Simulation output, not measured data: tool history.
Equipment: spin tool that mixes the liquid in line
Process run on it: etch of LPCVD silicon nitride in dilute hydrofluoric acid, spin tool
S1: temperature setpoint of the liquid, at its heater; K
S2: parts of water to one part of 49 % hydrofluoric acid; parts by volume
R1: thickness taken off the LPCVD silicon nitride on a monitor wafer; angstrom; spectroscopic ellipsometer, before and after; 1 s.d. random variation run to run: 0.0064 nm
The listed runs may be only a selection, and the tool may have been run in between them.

Run 1, hour 0: S1 295.15 K, S2 45 parts by volume, time under the liquid (s) 60. Result: R1 5.4845 angstrom.
Run 2, hour 4.8: S1 297.65 K, S2 45 parts by volume, time under the liquid (s) 60. Result: R1 6.7308 angstrom.
Run 3, hour 6.5: S1 299.15 K, S2 45 parts by volume, time under the liquid (s) 60. Result: R1 7.2713 angstrom.
Run 4, hour 14.8: S1 297.65 K, S2 45 parts by volume, time under the liquid (s) 60. Result: R1 6.4114 angstrom.
Run 5, hour 15.3: S1 297.65 K, S2 50 parts by volume, time under the liquid (s) 60. Result: R1 5.9683 angstrom.
Run 6, hour 23.3: S1 300.65 K, S2 50 parts by volume, time under the liquid (s) 60. Result: R1 7.4468 angstrom.
Run 7, hour 26: S1 300.65 K, S2 50 parts by volume, time under the liquid (s) 60. Result: R1 7.0816 angstrom.
Run 8, hour 34.4: S1 299.15 K, S2 50 parts by volume, time under the liquid (s) 60. Result: R1 6.8074 angstrom.
Run 9, hour 36.3: S1 297.65 K, S2 55 parts by volume, time under the liquid (s) 60. Result: R1 5.6131 angstrom.
Run 10, hour 42.2: S1 296.65 K, S2 55 parts by volume, time under the liquid (s) 60. Result: R1 5.1207 angstrom.
Run 11, hour 48.1: S1 295.65 K, S2 55 parts by volume, time under the liquid (s) 60. Result: R1 4.6677 angstrom.
Run 12, hour 52.9: S1 294.65 K, S2 55 parts by volume, time under the liquid (s) 60. Result: R1 4.4561 angstrom.
Run 13, hour 60.1: S1 294.15 K, S2 55 parts by volume, time under the liquid (s) 60. Result: R1 4.4432 angstrom.

Estimate the outcome of run 14 from the log above:
Run 14, hour 66.5: S1 293.65 K, S2 55 parts by volume, time under the liquid (s) 60. Result: R1 ?.

R1: 4.0581 angstrom
